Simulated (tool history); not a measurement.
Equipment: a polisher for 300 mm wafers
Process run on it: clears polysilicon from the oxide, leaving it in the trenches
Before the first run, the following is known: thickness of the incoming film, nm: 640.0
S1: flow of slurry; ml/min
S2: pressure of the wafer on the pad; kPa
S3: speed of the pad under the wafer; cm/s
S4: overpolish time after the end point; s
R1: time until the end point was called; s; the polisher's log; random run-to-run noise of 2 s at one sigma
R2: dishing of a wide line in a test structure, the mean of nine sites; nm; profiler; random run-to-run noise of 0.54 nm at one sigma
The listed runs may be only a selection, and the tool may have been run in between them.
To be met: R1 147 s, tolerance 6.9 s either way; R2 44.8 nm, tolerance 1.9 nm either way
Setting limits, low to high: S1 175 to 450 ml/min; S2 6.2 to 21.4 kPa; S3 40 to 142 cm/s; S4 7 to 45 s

{"run": 1, "hour": 0.0, "S1": 290, "S2": 13.8, "S3": 90, "S4": 23, "R1": 67.709, "R2": 45.272}
{"run": 2, "hour": 6.8, "S1": 290, "S2": 13.8, "S3": 76, "S4": 23, "R1": 79.068, "R2": 44.893}
{"run": 3, "hour": 11.4, "S1": 290, "S2": 13.8, "S3": 76, "S4": 13, "R1": 79.119, "R2": 42.221}
{"run": 4, "hour": 19.5, "S1": 290, "S2": 12.4, "S3": 74, "S4": 16, "R1": 89.091, "R2": 43.011}
{"run": 5, "hour": 22.8, "S1": 290, "S2": 11, "S3": 72, "S4": 18, "R1": 101.66, "R2": 42.85}
{"run": 6, "hour": 26.4, "S1": 290, "S2": 9, "S3": 72, "S4": 18, "R1": 125.29, "R2": 40.901}
{"run": 7, "hour": 31.7, "S1": 290, "S2": 9, "S3": 70, "S4": 23, "R1": 124.77, "R2": 43.399}
{"run": 8, "hour": 33.5, "S1": 290, "S2": 9, "S3": 70, "S4": 24, "R1": 129.64, "R2": 43.062}
{"run": 9, "hour": 39.5, "S1": 290, "S2": 9, "S3": 70, "S4": 26, "R1": 126.66, "R2": 43.769}
{"run": 10, "hour": 41.6, "S1": 290, "S2": 9, "S3": 70, "S4": 27, "R1": 128.33, "R2": 43.872}
{"run": 11, "hour": 44.4, "S1": 290, "S2": 9, "S3": 70, "S4": 28, "R1": 124.85, "R2": 44.168}
{"run": 12, "hour": 46.5, "S1": 290, "S2": 8.3, "S3": 70, "S4": 29, "R1": 136.56, "R2": 44.448}

Below are 4 possible settings for the next run. Only one of them brings all results inside the allowed miss of their targets. Which is it?
{"run": "A", "hour": 48.6, "S1": 235, "S2": 10.3, "S3": 42, "S4": 39, "R1": "?", "R2": "?"}
{"run": "B", "hour": 48.6, "S1": 295, "S2": 7.6, "S3": 60, "S4": 37, "R1": "?", "R2": "?"}
{"run": "C", "hour": 48.6, "S1": 295, "S2": 9.7, "S3": 46, "S4": 40, "R1": "?", "R2": "?"}
{"run": "D", "hour": 48.6, "S1": 335, "S2": 9.7, "S3": 52, "S4": 37, "R1": "?", "R2": "?"}

move=A R1=169.38 R2=44.953
move=B R1=168.13 R2=44.756
move=C R1=164.62 R2=45.157
move=D R1=147.98 R2=45.254
A: takes the biggest miss from the last run beyond its target
B: takes the biggest miss from the last run beyond its target
C: takes the biggest miss from the last run beyond its target
D: each result inside its tolerance
D meets every target.

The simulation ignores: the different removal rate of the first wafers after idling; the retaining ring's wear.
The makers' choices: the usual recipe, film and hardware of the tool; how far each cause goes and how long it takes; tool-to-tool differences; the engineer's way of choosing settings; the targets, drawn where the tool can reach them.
